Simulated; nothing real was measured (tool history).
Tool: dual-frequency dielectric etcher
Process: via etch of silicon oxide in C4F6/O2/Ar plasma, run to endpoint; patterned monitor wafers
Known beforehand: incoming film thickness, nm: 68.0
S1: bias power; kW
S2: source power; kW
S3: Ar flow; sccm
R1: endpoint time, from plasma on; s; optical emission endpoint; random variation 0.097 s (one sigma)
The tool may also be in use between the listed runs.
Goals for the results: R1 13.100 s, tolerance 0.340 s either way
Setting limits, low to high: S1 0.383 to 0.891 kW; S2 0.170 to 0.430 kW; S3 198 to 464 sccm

run	hour	S1	S2	S3	R1
1	0.0	0.637	0.300	331	16.941
2	1.6	0.662	0.310	328	15.988
3	9.1	0.683	0.310	328	15.750
4	12.1	0.729	0.310	328	15.102
5	16.6	0.744	0.310	328	15.248
6	19.5	0.758	0.310	327	15.007
7	28.4	0.771	0.310	326	14.743
8	33.6	0.783	0.310	325	14.656
9	35.2	0.794	0.310	324	14.572
10	42.2	0.804	0.310	323	14.455
11	48.8	0.813	0.310	322	14.547
12	50.9	0.821	0.310	322	14.477

Of the 5 settings listed for the next run, only one would bring every result within its allowed miss of target. Which one?
A	53.0	0.785	0.340	307	?
B	53.0	0.814	0.310	257	?
C	53.0	0.891	0.430	345	?
D	53.0	0.891	0.360	352	?
E	53.0	0.805	0.270	354	?

move	R1
A	14.067
B	14.040
C	12.207
D	13.085
E	15.407
A: gains on the last run, yet a result remains outside its allowed miss
B: gains on the last run, yet a result remains outside its allowed miss
C: pushes the last run's worst result past its target
D: in spec on every target
E: moves away from the targets compared with the last run
The move that meets every target is D.
